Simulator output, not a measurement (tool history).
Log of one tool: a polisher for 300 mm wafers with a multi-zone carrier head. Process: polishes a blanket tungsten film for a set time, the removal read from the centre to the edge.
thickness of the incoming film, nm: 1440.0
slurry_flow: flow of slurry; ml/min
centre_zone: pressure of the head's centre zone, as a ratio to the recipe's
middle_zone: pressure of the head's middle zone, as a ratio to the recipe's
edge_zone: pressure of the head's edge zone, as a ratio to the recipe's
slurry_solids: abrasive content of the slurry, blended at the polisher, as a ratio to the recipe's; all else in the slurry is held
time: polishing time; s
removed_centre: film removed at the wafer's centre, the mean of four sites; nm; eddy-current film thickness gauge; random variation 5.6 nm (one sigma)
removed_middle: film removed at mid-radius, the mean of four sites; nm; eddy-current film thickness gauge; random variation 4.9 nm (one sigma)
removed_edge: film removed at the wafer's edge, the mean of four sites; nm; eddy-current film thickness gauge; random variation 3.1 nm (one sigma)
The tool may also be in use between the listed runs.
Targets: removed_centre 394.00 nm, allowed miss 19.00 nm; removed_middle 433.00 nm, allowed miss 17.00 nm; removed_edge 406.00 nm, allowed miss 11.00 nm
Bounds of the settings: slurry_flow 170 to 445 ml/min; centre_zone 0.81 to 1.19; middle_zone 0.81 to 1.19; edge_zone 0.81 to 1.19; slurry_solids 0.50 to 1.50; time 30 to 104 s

run  hour  slurry_flow  centre_zone  middle_zone  edge_zone  slurry_solids  time  removed_centre  removed_middle  removed_edge
  1   0.0          285         1.00         1.00       1.00           1.00    67          458.63          482.73        480.63
  2   4.1          280         0.99         1.00       0.97           0.95    67          449.11          473.74        461.77
  3  10.9          275         0.97         0.99       0.94           0.90    67          434.37          463.78        459.25
  4  16.6          275         0.97         1.02       0.94           0.90    67          425.45          468.50        454.37
  5  21.6          270         0.97         1.02       0.92           0.85    67          422.84          473.15        443.01
  6  22.7          265         0.97         1.01       0.90           0.80    67          425.42          451.07        441.50
  7  30.3          265         0.97         1.02       0.89           0.75    67          428.45          452.64        428.95
  8  33.3          260         0.96         1.02       0.88           0.70    67          423.46          458.60        417.36
  9  39.4          255         0.95         1.01       0.88           0.70    67          407.80          452.01        420.20

Which of these 5 next moves meets every target?
  A  45.5          275         0.95         0.99       0.94           0.70    65               ?               ?             ?
  B  45.5          265         1.06         1.03       0.93           0.65    64               ?               ?             ?
  C  45.5          300         0.96         1.11       0.87           0.65    68               ?               ?             ?
  D  45.5          185         0.93         1.09       0.81           0.50    74               ?               ?             ?
  E  45.5          260         0.98         1.04       0.93           0.90    60               ?               ?             ?

move  removed_centre  removed_middle  removed_edge
   A          394.59          424.96        419.27
   B          426.56          425.22        404.14
   C          416.84          488.73        420.51
   D          390.27          468.91        404.07
   E          390.03          424.52        400.18
A: nearer than the last run, and not there yet
B: brings the result that was furthest off to its target, and leaves another outside
C: further off than the last run
D: brings the result that was furthest off to its target, and leaves another outside
E: meets every target
Answer: E
